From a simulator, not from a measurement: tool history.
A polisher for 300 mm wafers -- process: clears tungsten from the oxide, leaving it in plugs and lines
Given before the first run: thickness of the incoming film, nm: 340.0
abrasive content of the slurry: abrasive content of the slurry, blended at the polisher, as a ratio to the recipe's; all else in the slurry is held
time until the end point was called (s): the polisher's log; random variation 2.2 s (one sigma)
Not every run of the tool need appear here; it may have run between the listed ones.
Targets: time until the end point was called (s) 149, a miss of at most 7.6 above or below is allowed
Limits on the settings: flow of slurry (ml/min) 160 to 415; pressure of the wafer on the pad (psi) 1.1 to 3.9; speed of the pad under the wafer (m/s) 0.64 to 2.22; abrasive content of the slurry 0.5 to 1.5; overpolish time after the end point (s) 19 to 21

run  hour  flow of slurry (ml/min)  pressure of the wafer on the pad (psi)  speed of the pad under the wafer (m/s)  abrasive content of the slurry  overpolish time after the end point (s)  time until the end point was called (s)
  1     0                      265                                     2.5                                    1.42                               1                                       19                                   80.466
  2   7.9                      265                                     2.5                                    1.42                             0.9                                       19                                   83.327
  3  16.4                      290                                     2.5                                    1.42                             0.9                                       19                                   81.718
  4  19.3                      355                                     2.5                                    1.42                             0.9                                       19                                   80.014
  5  19.9                      355                                     2.5                                    1.54                             0.9                                       19                                   72.368
  6  24.4                      355                                     2.3                                    1.52                             0.9                                       19                                   82.043
  7    31                      355                                     2.2                                    1.52                             0.9                                       19                                   84.244
  8  38.9                      355                                     2.1                                     1.5                             0.9                                       19                                   87.996
  9  41.7                      355                                       2                                    1.48                             0.9                                       19                                   93.564
 10  45.9                      350                                     1.3                                    1.32                             0.9                                       19                                   159.12

Next run, 4 choices. One meets every target within its allowed miss, the rest don't. Which?
  A  50.1                      360                                     1.2                                    1.52                             0.9                                       19                                        ?
  B  50.1                      335                                     1.2                                    1.34                             0.7                                       21                                        ?
  C  50.1                      280                                     1.5                                     1.1                            1.05                                       21                                        ?
  D  50.1                      350                                     1.1                                    1.48                            0.85                                       19                                        ?

move  time until the end point was called (s)
   A                                   146.29
   B                                   172.37
   C                                   161.23
   D                                   164.63
A: in spec on every target
B: misses by more than the last run did
C: misses by more than the last run did
D: misses by more than the last run did
Move A is the one to make.
